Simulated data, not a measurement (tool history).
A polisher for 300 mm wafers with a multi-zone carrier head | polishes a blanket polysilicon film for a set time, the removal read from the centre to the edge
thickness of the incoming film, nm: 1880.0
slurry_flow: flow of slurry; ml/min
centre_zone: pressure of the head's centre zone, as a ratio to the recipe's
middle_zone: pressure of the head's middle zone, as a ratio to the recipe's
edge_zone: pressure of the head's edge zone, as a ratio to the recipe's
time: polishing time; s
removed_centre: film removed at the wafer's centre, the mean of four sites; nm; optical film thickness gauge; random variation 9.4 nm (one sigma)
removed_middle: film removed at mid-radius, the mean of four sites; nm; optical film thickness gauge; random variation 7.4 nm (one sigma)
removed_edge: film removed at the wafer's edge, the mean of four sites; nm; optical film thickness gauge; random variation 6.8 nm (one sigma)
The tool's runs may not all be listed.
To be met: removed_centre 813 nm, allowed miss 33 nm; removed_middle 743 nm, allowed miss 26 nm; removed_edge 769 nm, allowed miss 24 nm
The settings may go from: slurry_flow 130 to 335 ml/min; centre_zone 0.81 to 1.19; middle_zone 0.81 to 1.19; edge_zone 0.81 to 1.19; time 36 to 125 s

run 1 hour=0 | slurry_flow=215 centre_zone=1 middle_zone=1 edge_zone=1 time=80 | removed_centre=678.66 removed_middle=670.35 removed_edge=670.44
run 2 hour=1.3 | slurry_flow=225 centre_zone=1.02 middle_zone=1 edge_zone=1.02 time=81 | removed_centre=710.72 removed_middle=705.35 removed_edge=692.23
run 3 hour=10.1 | slurry_flow=235 centre_zone=1.03 middle_zone=0.99 edge_zone=1.04 time=81 | removed_centre=712.58 removed_middle=686.73 removed_edge=697.63
run 4 hour=15 | slurry_flow=240 centre_zone=1.04 middle_zone=0.99 edge_zone=1.06 time=82 | removed_centre=726.32 removed_middle=690.88 removed_edge=713.68
run 5 hour=21.5 | slurry_flow=240 centre_zone=1.04 middle_zone=0.99 edge_zone=1.06 time=100 | removed_centre=888.57 removed_middle=859.87 removed_edge=871.58
run 6 hour=29.5 | slurry_flow=240 centre_zone=1.01 middle_zone=0.99 edge_zone=1.06 time=100 | removed_centre=855.16 removed_middle=865.37 removed_edge=865.05
run 7 hour=31.9 | slurry_flow=235 centre_zone=1.01 middle_zone=0.97 edge_zone=1.04 time=99 | removed_centre=859.82 removed_middle=814.14 removed_edge=857.88
run 8 hour=39.3 | slurry_flow=230 centre_zone=1.01 middle_zone=0.97 edge_zone=1.02 time=98 | removed_centre=848.73 removed_middle=819.25 removed_edge=817.97
run 9 hour=43.9 | slurry_flow=225 centre_zone=1.01 middle_zone=0.96 edge_zone=1.01 time=98 | removed_centre=846.66 removed_middle=810.83 removed_edge=833.08

Which of these 5 next moves meets every target?
run A hour=48.5 | slurry_flow=230 centre_zone=0.99 middle_zone=0.97 edge_zone=1.05 time=89 | removed_centre=? removed_middle=? removed_edge=?
run B hour=48.5 | slurry_flow=130 centre_zone=1.13 middle_zone=0.92 edge_zone=1.03 time=107 | removed_centre=? removed_middle=? removed_edge=?
run C hour=48.5 | slurry_flow=230 centre_zone=1.03 middle_zone=1 edge_zone=0.95 time=86 | removed_centre=? removed_middle=? removed_edge=?
run D hour=48.5 | slurry_flow=235 centre_zone=1.06 middle_zone=0.97 edge_zone=1.04 time=89 | removed_centre=? removed_middle=? removed_edge=?
run E hour=48.5 | slurry_flow=235 centre_zone=1.15 middle_zone=1.05 edge_zone=0.95 time=87 | removed_centre=? removed_middle=? removed_edge=?

move=A removed_centre=746.96 removed_middle=753.37 removed_edge=758.23
move=B removed_centre=904.01 removed_middle=773.82 removed_edge=833.56
move=C removed_centre=751.33 removed_middle=746.83 removed_edge=700.88
move=D removed_centre=802.78 removed_middle=755.3 removed_edge=756.63
move=E removed_centre=852.32 removed_middle=789.21 removed_edge=710.11
A: brings the result that was furthest off to its target, and leaves another outside
B: as far off as the last run
C: takes the result that was furthest off past its target
D: meets every target
E: takes the result that was furthest off past its target
Answer: D
